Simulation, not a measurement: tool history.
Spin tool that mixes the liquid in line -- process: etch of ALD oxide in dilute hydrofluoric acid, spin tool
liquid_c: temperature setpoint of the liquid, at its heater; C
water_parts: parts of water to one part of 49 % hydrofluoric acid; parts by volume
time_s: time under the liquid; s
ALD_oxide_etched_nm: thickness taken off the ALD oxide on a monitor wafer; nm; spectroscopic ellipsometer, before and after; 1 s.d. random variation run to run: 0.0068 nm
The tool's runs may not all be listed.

{"run": 1, "day": 0.0, "liquid_c": 21, "water_parts": 270, "time_s": 35, "ALD_oxide_etched_nm": 0.99002}
{"run": 2, "day": 0.096, "liquid_c": 21, "water_parts": 270, "time_s": 35, "ALD_oxide_etched_nm": 1.006}
{"run": 3, "day": 0.321, "liquid_c": 22, "water_parts": 270, "time_s": 35, "ALD_oxide_etched_nm": 1.0346}
{"run": 4, "day": 0.346, "liquid_c": 22, "water_parts": 180, "time_s": 35, "ALD_oxide_etched_nm": 1.6808}
{"run": 5, "day": 0.521, "liquid_c": 22, "water_parts": 180, "time_s": 35, "ALD_oxide_etched_nm": 1.6918}
{"run": 6, "day": 0.775, "liquid_c": 20.5, "water_parts": 180, "time_s": 35, "ALD_oxide_etched_nm": 1.5879}

For run 7, what comes out?
{"run": 7, "day": 1.038, "liquid_c": 17, "water_parts": 210, "time_s": 35, "ALD_oxide_etched_nm": "?"}

ALD_oxide_etched_nm: 1.146 nm
